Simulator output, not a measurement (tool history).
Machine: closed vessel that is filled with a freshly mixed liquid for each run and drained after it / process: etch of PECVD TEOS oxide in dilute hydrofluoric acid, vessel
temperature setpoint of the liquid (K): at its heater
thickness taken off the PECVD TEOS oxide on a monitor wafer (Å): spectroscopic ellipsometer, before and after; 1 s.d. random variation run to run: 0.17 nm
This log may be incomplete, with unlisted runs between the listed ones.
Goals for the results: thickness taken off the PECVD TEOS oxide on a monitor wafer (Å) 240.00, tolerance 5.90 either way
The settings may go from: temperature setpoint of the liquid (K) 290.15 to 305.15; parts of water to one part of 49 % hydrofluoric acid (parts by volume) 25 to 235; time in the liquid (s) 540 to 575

| run | hour | temperature setpoint of the liquid (K) | parts of water to one part of 49 % hydrofluoric acid (parts by volume) | time in the liquid (s) | thickness taken off the PECVD TEOS oxide on a monitor wafer (Å) |
|---|---|---|---|---|---|
| 1 | 0.0 | 297.15 | 130 | 540 | 399.00 |
| 2 | 3.0 | 297.15 | 130 | 540 | 395.85 |
| 3 | 7.1 | 297.15 | 130 | 575 | 428.89 |
| 4 | 12.7 | 295.65 | 140 | 575 | 368.57 |
| 5 | 18.0 | 295.65 | 100 | 575 | 534.78 |
| 6 | 23.7 | 295.65 | 60 | 575 | 960.14 |
| 7 | 27.7 | 294.15 | 80 | 575 | 656.29 |
| 8 | 33.9 | 290.15 | 130 | 575 | 322.22 |
| 9 | 37.3 | 290.15 | 135 | 575 | 308.13 |
| 10 | 41.3 | 290.15 | 140 | 575 | 296.63 |
| 11 | 47.8 | 290.15 | 145 | 575 | 286.03 |
| 12 | 54.1 | 290.15 | 150 | 575 | 269.78 |

5 next moves are on the table. One of them brings every result within its allowed miss. Which?
| A | 60.4 | 293.15 | 175 | 540 | ? |
| B | 60.4 | 290.15 | 130 | 540 | ? |
| C | 60.4 | 290.15 | 165 | 540 | ? |
| D | 60.4 | 290.15 | 135 | 545 | ? |
| E | 60.4 | 290.15 | 135 | 575 | ? |

| move | thickness taken off the PECVD TEOS oxide on a monitor wafer (Å) |
|---|---|
| A | 245.01 |
| B | 305.71 |
| C | 232.80 |
| D | 295.65 |
| E | 311.92 |
A: meets every target
B: the biggest miss grows against the last run
C: takes the biggest miss from the last run beyond its target
D: the biggest miss grows against the last run
E: the biggest miss grows against the last run
The right move is A.

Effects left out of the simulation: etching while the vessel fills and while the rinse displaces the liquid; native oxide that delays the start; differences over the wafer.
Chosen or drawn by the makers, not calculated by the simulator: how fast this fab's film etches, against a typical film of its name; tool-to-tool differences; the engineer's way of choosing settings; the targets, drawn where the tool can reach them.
